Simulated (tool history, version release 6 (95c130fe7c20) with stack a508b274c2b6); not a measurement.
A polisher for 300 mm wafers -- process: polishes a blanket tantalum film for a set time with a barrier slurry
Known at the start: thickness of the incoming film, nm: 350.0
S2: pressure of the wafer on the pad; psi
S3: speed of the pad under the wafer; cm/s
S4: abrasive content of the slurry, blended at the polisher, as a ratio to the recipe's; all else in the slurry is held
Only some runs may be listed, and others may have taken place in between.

Run 1, hour 0.0: flow of slurry (ml/min) 170, S2 2.5 psi, S3 114 cm/s, S4 1.00, polishing time (s) 65. Result: film removed (Å) 1785.6.
Run 2, hour 4.2: flow of slurry (ml/min) 170, S2 2.5 psi, S3 132 cm/s, S4 1.00, polishing time (s) 65. Result: film removed (Å) 2056.5.
Run 3, hour 7.6: flow of slurry (ml/min) 170, S2 2.5 psi, S3 106 cm/s, S4 1.00, polishing time (s) 65. Result: film removed (Å) 1662.5.
Run 4, hour 8.3: flow of slurry (ml/min) 165, S2 2.4 psi, S3 106 cm/s, S4 1.00, polishing time (s) 65. Result: film removed (Å) 1608.5.
Run 5, hour 15.9: flow of slurry (ml/min) 165, S2 2.3 psi, S3 106 cm/s, S4 1.00, polishing time (s) 65. Result: film removed (Å) 1543.9.
Run 6, hour 16.5: flow of slurry (ml/min) 165, S2 2.3 psi, S3 106 cm/s, S4 1.15, polishing time (s) 65. Result: film removed (Å) 1599.0.
Run 7, hour 23.1: flow of slurry (ml/min) 150, S2 1.9 psi, S3 106 cm/s, S4 1.15, polishing time (s) 65. Result: film removed (Å) 1307.2.

Run 8 comes next. What will it give?
Run 8, hour 28.2: flow of slurry (ml/min) 155, S2 1.9 psi, S3 106 cm/s, S4 1.15, polishing time (s) 65. Result: film removed (Å) ?.

film removed (Å): 1309.2

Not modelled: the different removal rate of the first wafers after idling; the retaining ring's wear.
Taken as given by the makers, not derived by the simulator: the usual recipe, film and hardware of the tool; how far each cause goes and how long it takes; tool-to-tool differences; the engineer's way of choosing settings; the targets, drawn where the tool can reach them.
